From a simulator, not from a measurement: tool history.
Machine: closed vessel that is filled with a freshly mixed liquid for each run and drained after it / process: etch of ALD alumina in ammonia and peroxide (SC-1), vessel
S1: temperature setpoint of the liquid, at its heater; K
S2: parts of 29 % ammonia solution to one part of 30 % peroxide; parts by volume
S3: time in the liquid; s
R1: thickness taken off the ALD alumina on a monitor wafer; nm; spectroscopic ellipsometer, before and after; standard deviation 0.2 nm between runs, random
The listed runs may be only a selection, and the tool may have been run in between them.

run,hour,S1,S2,S3,R1
1,0,331.15,0.65,225,18.016
2,1.7,331.15,0.65,225,18.139
3,2.2,331.15,0.5,225,17.743
4,8.6,331.15,0.6,225,17.861
5,15.4,333.65,0.6,225,20.665
6,19.1,333.65,0.6,225,20.394
7,25.7,335.15,0.6,225,22.071

Run 8 has not been measured yet. What should we expect?
8,29.7,335.15,0.6,225,?

{"run 8": {"R1": 21.908}}
